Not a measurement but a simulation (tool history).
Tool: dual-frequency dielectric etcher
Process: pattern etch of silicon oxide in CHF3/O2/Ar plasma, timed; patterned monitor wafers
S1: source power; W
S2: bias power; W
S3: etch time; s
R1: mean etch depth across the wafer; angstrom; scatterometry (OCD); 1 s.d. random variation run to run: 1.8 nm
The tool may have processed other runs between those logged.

run,hour,S1,S2,S3,R1
1,0.0,890,179,356.0,7328.1
2,7.7,890,193,356.0,7486.2
3,15.7,890,193,325.5,6869.7
4,18.0,860,190,325.5,6734.2
5,18.9,970,190,325.5,7096.9
6,27.9,900,190,325.5,6856.8
7,33.4,870,187,325.5,6722.3

Forecast run 8:
8,38.1,850,185,325.5,?

R1: 6643.9 angstrom

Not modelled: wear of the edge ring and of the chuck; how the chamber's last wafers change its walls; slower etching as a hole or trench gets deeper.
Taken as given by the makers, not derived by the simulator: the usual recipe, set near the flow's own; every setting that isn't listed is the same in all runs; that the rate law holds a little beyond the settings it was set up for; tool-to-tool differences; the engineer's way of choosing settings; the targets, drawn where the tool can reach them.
